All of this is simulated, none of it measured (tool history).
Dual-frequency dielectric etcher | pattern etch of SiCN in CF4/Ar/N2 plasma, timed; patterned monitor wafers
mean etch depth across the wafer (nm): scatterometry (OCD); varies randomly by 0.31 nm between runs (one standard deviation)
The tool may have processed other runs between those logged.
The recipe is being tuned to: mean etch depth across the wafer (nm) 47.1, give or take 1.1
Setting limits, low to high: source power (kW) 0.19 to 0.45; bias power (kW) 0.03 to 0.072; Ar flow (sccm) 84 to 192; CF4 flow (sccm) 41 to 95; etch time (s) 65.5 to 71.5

run	day	source power (kW)	bias power (kW)	Ar flow (sccm)	CF4 flow (sccm)	etch time (s)	mean etch depth across the wafer (nm)
1	0	0.32	0.051	138	68	71.5	38.044
2	0.042	0.32	0.043	138	68	71.5	36.311
3	0.358	0.32	0.043	138	79	71.5	37.093
4	0.517	0.32	0.049	138	79	71.5	38.857
5	0.592	0.32	0.049	138	87	71.5	39.282
6	0.671	0.34	0.049	138	87	71.5	40.807
7	0.933	0.36	0.049	138	87	71.5	42.36
8	0.988	0.38	0.049	138	87	71.5	44.636
9	1.175	0.39	0.049	138	87	71.5	45.357

Which of these 4 next moves meets every target?
A	1.362	0.43	0.051	149	95	70	?
B	1.362	0.37	0.043	89	81	70.5	?
C	1.362	0.39	0.054	125	91	67.5	?
D	1.362	0.38	0.048	132	87	70	?

move	mean etch depth across the wafer (nm)
A	47.04
B	44.718
C	44.305
D	43.097
A: every result within its allowed miss
B: lands further from the targets than the last run did
C: lands further from the targets than the last run did
D: lands further from the targets than the last run did
Correct choice: A, which meets every target
